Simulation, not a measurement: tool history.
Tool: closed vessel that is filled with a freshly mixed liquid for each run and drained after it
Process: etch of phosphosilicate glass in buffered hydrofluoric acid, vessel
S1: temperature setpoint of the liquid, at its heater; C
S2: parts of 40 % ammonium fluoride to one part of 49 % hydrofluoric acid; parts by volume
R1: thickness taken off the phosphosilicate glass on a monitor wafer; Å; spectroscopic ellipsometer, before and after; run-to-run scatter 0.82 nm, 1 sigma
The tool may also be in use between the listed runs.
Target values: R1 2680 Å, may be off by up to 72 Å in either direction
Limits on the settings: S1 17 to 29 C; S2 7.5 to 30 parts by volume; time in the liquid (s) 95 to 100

{"run": 1, "hour": 0.0, "S1": 21, "S2": 22, "time in the liquid (s)": 95, "R1": 1584.8}
{"run": 2, "hour": 1.9, "S1": 21, "S2": 22, "time in the liquid (s)": 100, "R1": 1671.8}
{"run": 3, "hour": 10.2, "S1": 22.5, "S2": 22, "time in the liquid (s)": 100, "R1": 1825.2}
{"run": 4, "hour": 12.4, "S1": 22.5, "S2": 22, "time in the liquid (s)": 100, "R1": 1827}
{"run": 5, "hour": 20.8, "S1": 23.5, "S2": 21.5, "time in the liquid (s)": 100, "R1": 1942.1}
{"run": 6, "hour": 28.3, "S1": 21, "S2": 21.5, "time in the liquid (s)": 100, "R1": 1702.4}
{"run": 7, "hour": 29.2, "S1": 22.5, "S2": 21.5, "time in the liquid (s)": 100, "R1": 1855.4}
{"run": 8, "hour": 34.1, "S1": 23.5, "S2": 21, "time in the liquid (s)": 100, "R1": 1984.2}
{"run": 9, "hour": 41.3, "S1": 24.5, "S2": 21, "time in the liquid (s)": 100, "R1": 2112.9}

Of the 4 settings listed for the next run, only one would bring every result within its allowed miss of target. Which one?
{"run": "A", "hour": 48.5, "S1": 24.5, "S2": 14.5, "time in the liquid (s)": 95, "R1": "?"}
{"run": "B", "hour": 48.5, "S1": 25, "S2": 16.5, "time in the liquid (s)": 95, "R1": "?"}
{"run": "C", "hour": 48.5, "S1": 21.5, "S2": 13.5, "time in the liquid (s)": 100, "R1": "?"}
{"run": "D", "hour": 48.5, "S1": 24.5, "S2": 17.5, "time in the liquid (s)": 100, "R1": "?"}

move=A R1=2823.6
move=B R1=2555.4
move=C R1=2703.5
move=D R1=2470.4
A: pushes the last run's worst result past its target
B: nearer the targets than the last run, but a result is still out of spec
C: all results in spec
D: nearer the targets than the last run, but a result is still out of spec
C meets every target.
